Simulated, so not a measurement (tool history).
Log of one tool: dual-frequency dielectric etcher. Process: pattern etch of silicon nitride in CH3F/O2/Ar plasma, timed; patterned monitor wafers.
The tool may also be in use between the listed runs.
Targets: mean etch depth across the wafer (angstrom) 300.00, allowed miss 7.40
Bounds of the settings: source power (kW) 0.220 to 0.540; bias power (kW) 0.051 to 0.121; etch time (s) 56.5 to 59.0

run	hour	source power (kW)	bias power (kW)	etch time (s)	mean etch depth across the wafer (angstrom)
1	0.0	0.380	0.086	56.5	399.01
2	1.5	0.410	0.086	56.5	414.36
3	8.5	0.410	0.073	56.5	384.12
4	10.8	0.390	0.071	56.5	372.68
# hour 16.1: bias power generator calibrated
5	16.1	0.370	0.069	56.5	356.97
6	20.6	0.370	0.069	56.5	356.06
7	27.6	0.350	0.068	56.5	345.24
8	31.1	0.340	0.068	56.5	341.52
9	32.4	0.330	0.068	56.5	338.56
10	34.0	0.250	0.058	56.5	283.05

Which of these 5 next moves meets every target?
A	35.6	0.250	0.059	57.0	?
B	35.6	0.300	0.052	58.5	?
C	35.6	0.270	0.066	57.5	?
D	35.6	0.220	0.051	56.5	?
E	35.6	0.230	0.052	58.5	?

move	mean etch depth across the wafer (angstrom)
A	287.98
B	300.81
C	314.65
D	254.14
E	270.25
A: nearer than the last run, and not there yet
B: meets every target
C: takes the result that was furthest off past its target
D: further off than the last run
E: further off than the last run
Move B is the one to make.
